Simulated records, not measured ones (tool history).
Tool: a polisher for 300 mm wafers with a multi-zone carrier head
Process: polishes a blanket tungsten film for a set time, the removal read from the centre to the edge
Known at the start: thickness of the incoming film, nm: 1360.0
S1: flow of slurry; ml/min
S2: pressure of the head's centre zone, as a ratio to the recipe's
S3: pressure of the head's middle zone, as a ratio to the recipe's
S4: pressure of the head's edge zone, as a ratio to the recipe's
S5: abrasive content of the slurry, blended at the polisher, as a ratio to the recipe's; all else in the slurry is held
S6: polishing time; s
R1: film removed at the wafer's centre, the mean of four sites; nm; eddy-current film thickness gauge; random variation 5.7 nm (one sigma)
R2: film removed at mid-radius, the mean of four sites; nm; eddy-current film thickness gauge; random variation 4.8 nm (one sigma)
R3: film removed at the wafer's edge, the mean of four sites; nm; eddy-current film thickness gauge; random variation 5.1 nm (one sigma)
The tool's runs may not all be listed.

run,hour,S1,S2,S3,S4,S5,S6,R1,R2,R3
1,0.0,250,1.00,1.00,1.00,1.00,79,461.25,445.52,448.53
2,6.9,310,1.00,1.00,1.00,1.00,79,466.09,466.89,456.61
3,10.0,310,1.00,0.97,1.00,1.00,79,472.39,445.77,461.35
4,11.0,310,1.00,0.97,1.00,1.00,66,395.53,378.01,381.74
5,12.9,310,1.00,0.97,1.00,1.00,84,499.25,478.76,484.02
6,15.0,310,1.00,0.97,1.00,0.85,84,480.94,457.74,461.49
7,20.7,315,1.06,0.98,1.00,0.90,84,522.02,459.37,469.51
8,22.7,320,1.10,1.00,1.00,0.95,84,552.25,485.11,485.48
9,23.7,325,1.13,1.01,1.00,0.95,84,561.11,486.57,478.47
10,25.3,330,1.15,1.01,0.99,1.00,84,585.87,496.13,484.24
11,28.0,335,1.16,1.01,1.00,1.00,84,587.72,498.66,482.38

Forecast run 12:
12,31.5,335,1.17,1.00,1.00,1.00,84,?,?,?

{"run 12": {"R1": 583.55, "R2": 493.42, "R3": 491.12}}
